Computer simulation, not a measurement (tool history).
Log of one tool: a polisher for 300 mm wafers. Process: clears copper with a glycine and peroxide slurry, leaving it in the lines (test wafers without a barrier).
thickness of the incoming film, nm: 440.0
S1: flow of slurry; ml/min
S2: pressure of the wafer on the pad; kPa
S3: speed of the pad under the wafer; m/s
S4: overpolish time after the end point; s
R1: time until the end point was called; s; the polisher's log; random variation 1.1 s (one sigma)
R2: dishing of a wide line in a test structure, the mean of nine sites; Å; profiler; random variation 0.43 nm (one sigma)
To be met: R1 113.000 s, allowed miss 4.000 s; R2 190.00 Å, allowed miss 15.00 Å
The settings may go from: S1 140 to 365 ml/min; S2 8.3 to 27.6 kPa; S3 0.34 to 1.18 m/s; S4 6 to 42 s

{"run": 1, "hour": 0.0, "S1": 235, "S2": 17.9, "S3": 0.76, "S4": 21, "R1": 115.83, "R2": 496.89}
{"run": 2, "hour": 2.8, "S1": 235, "S2": 17.9, "S3": 0.92, "S4": 21, "R1": 101.22, "R2": 569.22}
{"run": 3, "hour": 7.6, "S1": 235, "S2": 20.7, "S3": 0.92, "S4": 21, "R1": 91.155, "R2": 612.51}
{"run": 4, "hour": 11.8, "S1": 260, "S2": 20.7, "S3": 0.82, "S4": 18, "R1": 98.198, "R2": 523.46}
{"run": 5, "hour": 19.9, "S1": 205, "S2": 20.7, "S3": 0.82, "S4": 18, "R1": 100.07, "R2": 509.61}
{"run": 6, "hour": 24.7, "S1": 190, "S2": 20.7, "S3": 0.76, "S4": 15, "R1": 106.91, "R2": 435.82}
{"run": 7, "hour": 30.4, "S1": 180, "S2": 20.7, "S3": 0.74, "S4": 13, "R1": 109.43, "R2": 382.1}
{"run": 8, "hour": 34.3, "S1": 170, "S2": 20.0, "S3": 0.76, "S4": 12, "R1": 111.24, "R2": 345.44}

Which of these 4 next moves meets every target?
{"run": "A", "hour": 38.2, "S1": 160, "S2": 20.0, "S3": 0.84, "S4": 6, "R1": "?", "R2": "?"}
{"run": "B", "hour": 38.2, "S1": 140, "S2": 19.3, "S3": 0.84, "S4": 19, "R1": "?", "R2": "?"}
{"run": "C", "hour": 38.2, "S1": 210, "S2": 19.3, "S3": 0.78, "S4": 30, "R1": "?", "R2": "?"}
{"run": "D", "hour": 38.2, "S1": 210, "S2": 20.0, "S3": 0.72, "S4": 6, "R1": "?", "R2": "?"}

move=A R1=102.620 R2=210.62
move=B R1=107.360 R2=521.17
move=C R1=108.520 R2=699.17
move=D R1=112.410 R2=194.43
A: nearer than the last run, and not there yet
B: further off than the last run
C: further off than the last run
D: meets every target
Answer: D

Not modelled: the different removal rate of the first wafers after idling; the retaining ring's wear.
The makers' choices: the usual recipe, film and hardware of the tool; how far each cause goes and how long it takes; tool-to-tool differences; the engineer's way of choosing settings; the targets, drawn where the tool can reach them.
